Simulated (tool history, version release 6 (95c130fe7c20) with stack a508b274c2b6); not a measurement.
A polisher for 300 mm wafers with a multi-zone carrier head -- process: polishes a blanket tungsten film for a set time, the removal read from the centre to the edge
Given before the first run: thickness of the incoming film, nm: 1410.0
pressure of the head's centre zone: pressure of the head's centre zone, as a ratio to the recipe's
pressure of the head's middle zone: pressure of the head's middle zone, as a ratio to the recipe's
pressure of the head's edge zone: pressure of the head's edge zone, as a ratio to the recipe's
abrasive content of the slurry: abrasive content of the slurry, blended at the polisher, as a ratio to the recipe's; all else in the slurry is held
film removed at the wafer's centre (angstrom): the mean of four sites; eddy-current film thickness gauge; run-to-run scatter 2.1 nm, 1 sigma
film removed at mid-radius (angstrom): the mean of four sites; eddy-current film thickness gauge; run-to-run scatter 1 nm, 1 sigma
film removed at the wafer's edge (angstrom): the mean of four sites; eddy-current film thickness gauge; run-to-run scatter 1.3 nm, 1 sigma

| run | hour | flow of slurry (ml/min) | pressure of the head's centre zone | pressure of the head's middle zone | pressure of the head's edge zone | abrasive content of the slurry | polishing time (s) | film removed at the wafer's centre (angstrom) | film removed at mid-radius (angstrom) | film removed at the wafer's edge (angstrom) |
|---|---|---|---|---|---|---|---|---|---|---|
| 1 | 0 | 205 | 1 | 1 | 1 | 1 | 61 | 1603.9 | 1703.8 | 1723.8 |
| 2 | 3.8 | 205 | 1 | 1 | 1 | 1 | 75 | 1955.1 | 2100.1 | 2129.4 |
| 3 | 6 | 205 | 1 | 1 | 0.97 | 1 | 75 | 1908.3 | 2076.7 | 2096 |
| 4 | 8.4 | 205 | 1.04 | 0.98 | 0.94 | 0.9 | 71 | 1892.4 | 1906 | 1930.7 |
|  | 16.3 | centre zone pressure recalibrated |
| 5 | 16.3 | 205 | 1.05 | 0.96 | 0.92 | 0.8 | 67 | 1831.5 | 1731.3 | 1754.1 |
| 6 | 16.9 | 200 | 1.04 | 0.94 | 0.9 | 0.75 | 65 | 1703.8 | 1648.3 | 1659 |
| 7 | 21.9 | 180 | 1.13 | 0.84 | 0.83 | 0.5 | 56 | 1499.7 | 1178.7 | 1284 |
| 8 | 26.5 | 190 | 1.12 | 0.85 | 0.84 | 0.5 | 56 | 1508.1 | 1211.9 | 1319.6 |
| 9 | 30.6 | 195 | 1.11 | 0.86 | 0.84 | 0.5 | 56 | 1518.1 | 1216.3 | 1314.4 |
| 10 | 38.2 | 195 | 1.11 | 0.86 | 0.84 | 0.5 | 56 | 1470.3 | 1227.5 | 1307.6 |

For run 11, what comes out?
| 11 | 46.8 | 200 | 1.11 | 0.86 | 0.84 | 0.5 | 56 | ? | ? | ? |

{"run 11": {"film removed at the wafer's centre (angstrom)": 1514.4, "film removed at mid-radius (angstrom)": 1231.2, "film removed at the wafer's edge (angstrom)": 1296}}
